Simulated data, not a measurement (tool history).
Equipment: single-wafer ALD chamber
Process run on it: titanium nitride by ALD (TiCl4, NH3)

run	hour	heater temperature setpoint (deg C)	number of ALD cycles (cycles)	NH3 pulse time (s)	mean film thickness on the monitor wafer (angstrom)
1	0	385	53	1.42	11.639
2	4.3	375	53	1.42	11.387
3	7.9	375	53	1.42	11.533
4	11.1	375	53	1.19	11.127
5	16.8	375	53	1.46	11.558
6	22.1	382	53	1.46	11.663

Forecast run 7:
7	28.4	370	53	1.01	?

mean film thickness on the monitor wafer (angstrom): 10.634

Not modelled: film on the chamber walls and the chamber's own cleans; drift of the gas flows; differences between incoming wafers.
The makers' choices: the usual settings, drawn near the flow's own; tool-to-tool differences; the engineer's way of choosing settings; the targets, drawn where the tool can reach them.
